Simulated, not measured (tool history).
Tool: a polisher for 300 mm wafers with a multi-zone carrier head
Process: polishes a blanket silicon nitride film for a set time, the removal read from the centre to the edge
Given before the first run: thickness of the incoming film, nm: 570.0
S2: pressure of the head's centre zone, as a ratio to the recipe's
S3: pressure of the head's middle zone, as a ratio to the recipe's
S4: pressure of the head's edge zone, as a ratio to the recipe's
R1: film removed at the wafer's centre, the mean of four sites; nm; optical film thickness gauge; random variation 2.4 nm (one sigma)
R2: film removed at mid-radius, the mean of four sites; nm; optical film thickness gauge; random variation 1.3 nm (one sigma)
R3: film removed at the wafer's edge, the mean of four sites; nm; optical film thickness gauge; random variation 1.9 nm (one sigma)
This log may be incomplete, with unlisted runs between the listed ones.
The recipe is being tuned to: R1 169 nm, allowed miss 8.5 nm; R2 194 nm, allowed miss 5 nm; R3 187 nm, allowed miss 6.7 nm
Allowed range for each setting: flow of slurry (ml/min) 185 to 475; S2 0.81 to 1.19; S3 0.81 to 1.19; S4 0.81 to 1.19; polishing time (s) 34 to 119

{"run": 1, "day": 0.0, "flow of slurry (ml/min)": 305, "S2": 1, "S3": 1, "S4": 1, "polishing time (s)": 76, "R1": 157.28, "R2": 172, "R3": 174.76}
{"run": 2, "day": 0.112, "flow of slurry (ml/min)": 310, "S2": 1, "S3": 1.01, "S4": 1.01, "polishing time (s)": 76, "R1": 161.76, "R2": 172.26, "R3": 173.71}
{"run": 3, "day": 0.292, "flow of slurry (ml/min)": 285, "S2": 1, "S3": 1.01, "S4": 1.01, "polishing time (s)": 76, "R1": 158.35, "R2": 171.57, "R3": 173.77}
{"run": 4, "day": 0.567, "flow of slurry (ml/min)": 240, "S2": 1, "S3": 1.01, "S4": 1.01, "polishing time (s)": 76, "R1": 156.04, "R2": 168.83, "R3": 171.4}
{"run": 5, "day": 0.758, "flow of slurry (ml/min)": 240, "S2": 1.08, "S3": 1.01, "S4": 1.01, "polishing time (s)": 76, "R1": 172.41, "R2": 170.86, "R3": 172.14}
{"run": 6, "day": 1.062, "flow of slurry (ml/min)": 240, "S2": 1.08, "S3": 1.01, "S4": 1.01, "polishing time (s)": 62, "R1": 140.7, "R2": 138.53, "R3": 140.95}
{"run": 7, "day": 1.388, "flow of slurry (ml/min)": 245, "S2": 1.07, "S3": 1.03, "S4": 1.03, "polishing time (s)": 64, "R1": 141.63, "R2": 144.18, "R3": 147.64}
{"day": 1.471, "done": "centre zone pressure recalibrated"}
{"run": 8, "day": 1.471, "flow of slurry (ml/min)": 250, "S2": 1.07, "S3": 1.05, "S4": 1.04, "polishing time (s)": 66, "R1": 158.36, "R2": 152.42, "R3": 150.99}
{"run": 9, "day": 1.667, "flow of slurry (ml/min)": 250, "S2": 1.04, "S3": 1.06, "S4": 1.05, "polishing time (s)": 68, "R1": 156.67, "R2": 157.96, "R3": 155.19}
{"run": 10, "day": 1.8, "flow of slurry (ml/min)": 255, "S2": 1.02, "S3": 1.07, "S4": 1.06, "polishing time (s)": 70, "R1": 157.83, "R2": 164.51, "R3": 165.84}
{"run": 11, "day": 1.954, "flow of slurry (ml/min)": 260, "S2": 1.01, "S3": 1.09, "S4": 1.07, "polishing time (s)": 70, "R1": 157.44, "R2": 164.35, "R3": 161.93}
{"run": 12, "day": 2.088, "flow of slurry (ml/min)": 260, "S2": 1, "S3": 1.1, "S4": 1.08, "polishing time (s)": 71, "R1": 155.08, "R2": 169.49, "R3": 165.42}
{"run": 13, "day": 2.221, "flow of slurry (ml/min)": 265, "S2": 1, "S3": 1.11, "S4": 1.09, "polishing time (s)": 72, "R1": 162.44, "R2": 174.46, "R3": 171.04}
{"run": 14, "day": 2.446, "flow of slurry (ml/min)": 270, "S2": 0.99, "S3": 1.12, "S4": 1.1, "polishing time (s)": 72, "R1": 155.17, "R2": 174.8, "R3": 173.73}
{"run": 15, "day": 2.775, "flow of slurry (ml/min)": 275, "S2": 0.99, "S3": 1.13, "S4": 1.1, "polishing time (s)": 72, "R1": 158.85, "R2": 176.23, "R3": 171.27}
{"run": 16, "day": 2.833, "flow of slurry (ml/min)": 280, "S2": 0.99, "S3": 1.14, "S4": 1.11, "polishing time (s)": 72, "R1": 156.16, "R2": 176.29, "R3": 173.61}
{"run": 17, "day": 3.05, "flow of slurry (ml/min)": 280, "S2": 0.99, "S3": 1.15, "S4": 1.11, "polishing time (s)": 73, "R1": 161.71, "R2": 182.18, "R3": 174.89}
{"run": 18, "day": 3.342, "flow of slurry (ml/min)": 285, "S2": 0.99, "S3": 1.16, "S4": 1.12, "polishing time (s)": 73, "R1": 158.68, "R2": 183.38, "R3": 173.33}
{"run": 19, "day": 3.708, "flow of slurry (ml/min)": 285, "S2": 0.99, "S3": 1.16, "S4": 1.13, "polishing time (s)": 74, "R1": 161.46, "R2": 185.65, "R3": 179.15}
{"run": 20, "day": 3.767, "flow of slurry (ml/min)": 285, "S2": 0.99, "S3": 1.16, "S4": 1.14, "polishing time (s)": 74, "R1": 158.79, "R2": 187.3, "R3": 178.82}

4 next moves are on the table. One of them brings every result within its allowed miss. Which?
{"run": "A", "day": 3.825, "flow of slurry (ml/min)": 330, "S2": 0.96, "S3": 1.11, "S4": 1.06, "polishing time (s)": 79, "R1": "?", "R2": "?", "R3": "?"}
{"run": "B", "day": 3.825, "flow of slurry (ml/min)": 205, "S2": 1.04, "S3": 1.01, "S4": 1.11, "polishing time (s)": 81, "R1": "?", "R2": "?", "R3": "?"}
{"run": "C", "day": 3.825, "flow of slurry (ml/min)": 355, "S2": 0.88, "S3": 1.11, "S4": 1.19, "polishing time (s)": 74, "R1": "?", "R2": "?", "R3": "?"}
{"run": "D", "day": 3.825, "flow of slurry (ml/min)": 275, "S2": 1.03, "S3": 1.11, "S4": 1.16, "polishing time (s)": 74, "R1": "?", "R2": "?", "R3": "?"}

move=A R1=174.38 R2=193.63 R3=185.22
move=B R1=186.04 R2=177.27 R3=189.32
move=C R1=150.44 R2=182.31 R3=184.76
move=D R1=172.84 R2=178.92 R3=179.82
A: every result within its allowed miss
B: lands further from the targets than the last run did
C: lands further from the targets than the last run did
D: lands further from the targets than the last run did
The move that meets every target is A.
